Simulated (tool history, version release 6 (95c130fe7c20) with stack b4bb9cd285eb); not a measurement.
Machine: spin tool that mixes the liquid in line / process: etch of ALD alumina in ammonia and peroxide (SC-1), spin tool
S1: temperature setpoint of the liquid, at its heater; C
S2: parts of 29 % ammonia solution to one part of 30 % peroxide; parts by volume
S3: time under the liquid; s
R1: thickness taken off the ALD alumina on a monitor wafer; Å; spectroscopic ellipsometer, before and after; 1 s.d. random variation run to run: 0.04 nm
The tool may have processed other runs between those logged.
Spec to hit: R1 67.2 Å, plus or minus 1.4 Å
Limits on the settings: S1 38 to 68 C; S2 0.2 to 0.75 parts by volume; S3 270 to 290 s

| run | hour | S1 | S2 | S3 | R1 |
|---|---|---|---|---|---|
| 1 | 0 | 52 | 0.45 | 270 | 152.76 |
| 2 | 1.4 | 58.5 | 0.45 | 270 | 215.22 |
| 3 | 6.3 | 51.5 | 0.45 | 270 | 148.42 |
| 4 | 11.7 | 51.5 | 0.45 | 290 | 158.21 |
| 5 | 15.5 | 51.5 | 0.45 | 270 | 148.63 |
| 6 | 24.3 | 51.5 | 0.55 | 270 | 151.74 |
| 7 | 25.6 | 48.5 | 0.5 | 270 | 127.84 |
| 8 | 27.9 | 46 | 0.45 | 270 | 108.39 |
| 9 | 30.7 | 44.5 | 0.45 | 270 | 101.24 |

Exercise: of the 4 proposed moves below, exactly one satisfies all targets within the stated allowed misses. Which move is it?
| A | 33.5 | 38 | 0.4 | 270 | ? |
| B | 33.5 | 38.5 | 0.45 | 270 | ? |
| C | 33.5 | 38.5 | 0.4 | 270 | ? |
| D | 33.5 | 40.5 | 0.45 | 270 | ? |

| move | R1 |
|---|---|
| A | 67.437 |
| B | 70.271 |
| C | 69.483 |
| D | 79.111 |
A: all results in spec
B: nearer the targets than the last run, but a result is still out of spec
C: nearer the targets than the last run, but a result is still out of spec
D: nearer the targets than the last run, but a result is still out of spec
The move that meets every target is A.
